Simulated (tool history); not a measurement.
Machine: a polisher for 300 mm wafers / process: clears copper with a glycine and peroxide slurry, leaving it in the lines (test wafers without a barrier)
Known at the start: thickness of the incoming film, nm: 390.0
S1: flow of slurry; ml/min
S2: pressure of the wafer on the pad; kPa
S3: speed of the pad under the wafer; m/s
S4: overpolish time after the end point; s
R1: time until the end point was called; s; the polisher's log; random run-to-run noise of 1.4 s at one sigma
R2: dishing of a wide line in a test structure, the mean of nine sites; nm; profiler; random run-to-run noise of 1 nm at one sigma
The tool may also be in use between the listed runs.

run,hour,S1,S2,S3,S4,R1,R2
1,0,185,19.3,0.92,25,62.379,89.005
2,4.9,185,19.3,0.92,18,62.529,70.614
3,13.6,180,17.2,0.88,23,72.09,77.284
4,19.7,180,17.2,0.68,23,84.87,68.349
5,25.8,155,17.2,0.68,23,87.922,68.107
6,32.8,150,17.2,0.68,26,89.145,74.827
7,39.8,145,17.2,0.68,28,87.105,78.019

What will run 8 give?
8,44.2,145,17.2,0.68,30,?,?

R1: 88.283 s
R2: 81.356 nm
